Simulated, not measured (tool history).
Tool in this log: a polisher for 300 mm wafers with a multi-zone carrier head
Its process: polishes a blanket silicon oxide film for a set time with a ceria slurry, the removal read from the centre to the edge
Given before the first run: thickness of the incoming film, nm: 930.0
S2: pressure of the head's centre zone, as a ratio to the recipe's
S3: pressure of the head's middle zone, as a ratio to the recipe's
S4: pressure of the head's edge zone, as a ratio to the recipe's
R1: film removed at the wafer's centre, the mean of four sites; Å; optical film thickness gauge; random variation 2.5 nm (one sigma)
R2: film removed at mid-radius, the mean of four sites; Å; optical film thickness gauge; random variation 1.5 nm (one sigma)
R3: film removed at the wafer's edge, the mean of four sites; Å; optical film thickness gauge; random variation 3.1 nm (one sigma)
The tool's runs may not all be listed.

Run 1, hour 0.0: flow of slurry (ml/min) 160, S2 1.00, S3 1.00, S4 1.00, polishing time (s) 82. Result: R1 3257.3 Å, R2 3178.7 Å, R3 3225.4 Å.
Run 2, hour 0.6: flow of slurry (ml/min) 160, S2 1.00, S3 1.00, S4 1.08, polishing time (s) 82. Result: R1 3278.5 Å, R2 3152.1 Å, R3 3317.1 Å.
Run 3, hour 5.1: flow of slurry (ml/min) 160, S2 1.01, S3 0.99, S4 1.05, polishing time (s) 77. Result: R1 3066.9 Å, R2 2903.4 Å, R3 3006.3 Å.
Run 4, hour 12.4: flow of slurry (ml/min) 185, S2 1.01, S3 0.99, S4 1.05, polishing time (s) 77. Result: R1 3209.7 Å, R2 2958.4 Å, R3 3073.0 Å.
Run 5, hour 19.4: flow of slurry (ml/min) 185, S2 1.01, S3 0.98, S4 1.03, polishing time (s) 73. Result: R1 3014.0 Å, R2 2814.5 Å, R3 2880.4 Å.
Run 6, hour 26.7: flow of slurry (ml/min) 180, S2 1.01, S3 0.96, S4 1.01, polishing time (s) 70. Result: R1 2918.5 Å, R2 2659.0 Å, R3 2788.0 Å.
Run 7, hour 35.5: flow of slurry (ml/min) 180, S2 1.01, S3 0.96, S4 1.00, polishing time (s) 67. Result: R1 2716.4 Å, R2 2574.5 Å, R3 2694.0 Å.
Run 8, hour 40.2: flow of slurry (ml/min) 185, S2 1.02, S3 0.95, S4 0.99, polishing time (s) 64. Result: R1 2663.0 Å, R2 2402.9 Å, R3 2603.5 Å.

Run 9 has not been measured yet. What should we expect?
Run 9, hour 48.0: flow of slurry (ml/min) 140, S2 1.02, S3 0.94, S4 0.89, polishing time (s) 55. Result: R1 ?, R2 ?, R3 ?.

R1: 2144.3 Å
R2: 1957.1 Å
R3: 1996.1 Å
